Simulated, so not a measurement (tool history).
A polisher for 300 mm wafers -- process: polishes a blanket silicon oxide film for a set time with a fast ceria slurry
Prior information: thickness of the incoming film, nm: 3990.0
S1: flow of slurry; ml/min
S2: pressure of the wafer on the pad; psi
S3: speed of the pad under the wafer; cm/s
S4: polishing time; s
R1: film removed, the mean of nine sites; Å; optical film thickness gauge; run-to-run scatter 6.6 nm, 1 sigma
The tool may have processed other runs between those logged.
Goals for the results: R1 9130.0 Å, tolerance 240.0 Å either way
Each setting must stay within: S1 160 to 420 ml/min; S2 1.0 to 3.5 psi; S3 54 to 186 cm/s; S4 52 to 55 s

run 1 hour=0.0 | S1=270 S2=2.2 S3=118 S4=52 | R1=6810.3
run 2 hour=7.1 | S1=270 S2=2.2 S3=118 S4=52 | R1=6817.7
run 3 hour=13.7 | S1=270 S2=2.3 S3=118 S4=52 | R1=7116.1
run 4 hour=19.9 | S1=270 S2=2.6 S3=118 S4=52 | R1=7967.8
run 5 hour=26.5 | S1=270 S2=2.7 S3=118 S4=52 | R1=8221.9
run 6 hour=30.0 | S1=270 S2=2.7 S3=102 S4=52 | R1=7559.4
run 7 hour=35.3 | S1=270 S2=2.7 S3=102 S4=52 | R1=7563.9
run 8 hour=37.9 | S1=270 S2=2.8 S3=102 S4=52 | R1=7923.2
run 9 hour=41.9 | S1=270 S2=2.9 S3=102 S4=52 | R1=8152.6

Which one of the following 5 next-run settings gets every result inside its allowed miss? There is exactly one.
run A hour=45.9 | S1=285 S2=3.1 S3=110 S4=55 | R1=?
run B hour=45.9 | S1=260 S2=2.8 S3=86 S4=52 | R1=?
run C hour=45.9 | S1=250 S2=3.5 S3=94 S4=55 | R1=?
run D hour=45.9 | S1=265 S2=2.9 S3=116 S4=54 | R1=?
run E hour=45.9 | S1=265 S2=2.9 S3=114 S4=52 | R1=?

move=A R1=9708.4
move=B R1=7212.5
move=C R1=9927.7
move=D R1=9173.8
move=E R1=8743.3
A: takes the biggest miss from the last run beyond its target
B: the biggest miss grows against the last run
C: takes the biggest miss from the last run beyond its target
D: hits every target within its allowed miss
E: an improvement on the last run, though not all results are within tolerance
D is the move that brings every result within its allowed miss.

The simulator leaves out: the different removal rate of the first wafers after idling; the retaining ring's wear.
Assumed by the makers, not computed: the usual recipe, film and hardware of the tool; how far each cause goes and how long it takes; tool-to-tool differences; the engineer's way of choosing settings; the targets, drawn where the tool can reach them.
